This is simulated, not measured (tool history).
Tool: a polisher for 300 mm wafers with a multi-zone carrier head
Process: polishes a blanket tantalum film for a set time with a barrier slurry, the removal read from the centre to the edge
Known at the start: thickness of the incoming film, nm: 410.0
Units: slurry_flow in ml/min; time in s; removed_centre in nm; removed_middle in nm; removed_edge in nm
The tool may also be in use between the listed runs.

{"run": 1, "hour": 0.0, "slurry_flow": 130, "centre_zone": 1.0, "middle_zone": 1.0, "edge_zone": 1.0, "slurry_solids": 1.0, "time": 77, "removed_centre": 126.73, "removed_middle": 130.97, "removed_edge": 133.43}
{"run": 2, "hour": 3.2, "slurry_flow": 130, "centre_zone": 1.0, "middle_zone": 1.0, "edge_zone": 1.06, "slurry_solids": 1.0, "time": 77, "removed_centre": 130.7, "removed_middle": 131.12, "removed_edge": 136.8}
{"run": 3, "hour": 6.0, "slurry_flow": 150, "centre_zone": 1.0, "middle_zone": 1.0, "edge_zone": 1.06, "slurry_solids": 1.0, "time": 77, "removed_centre": 136.98, "removed_middle": 134.12, "removed_edge": 138.24}
{"run": 4, "hour": 8.1, "slurry_flow": 150, "centre_zone": 1.03, "middle_zone": 1.02, "edge_zone": 1.09, "slurry_solids": 1.15, "time": 80, "removed_centre": 146.75, "removed_middle": 145.12, "removed_edge": 150.09}
{"run": 5, "hour": 9.1, "slurry_flow": 160, "centre_zone": 1.07, "middle_zone": 1.04, "edge_zone": 1.1, "slurry_solids": 1.25, "time": 83, "removed_centre": 160.14, "removed_middle": 156.75, "removed_edge": 159.47}
{"run": 6, "hour": 16.6, "slurry_flow": 170, "centre_zone": 1.1, "middle_zone": 1.05, "edge_zone": 1.11, "slurry_solids": 1.35, "time": 85, "removed_centre": 176.4, "removed_middle": 168.1, "removed_edge": 167.38}

Forecast run 7:
{"run": 7, "hour": 19.2, "slurry_flow": 170, "centre_zone": 1.1, "middle_zone": 1.05, "edge_zone": 1.11, "slurry_solids": 1.35, "time": 85, "removed_centre": "?", "removed_middle": "?", "removed_edge": "?"}

{"run 7": {"removed_centre": 182.02, "removed_middle": 165.23, "removed_edge": 169.99}}
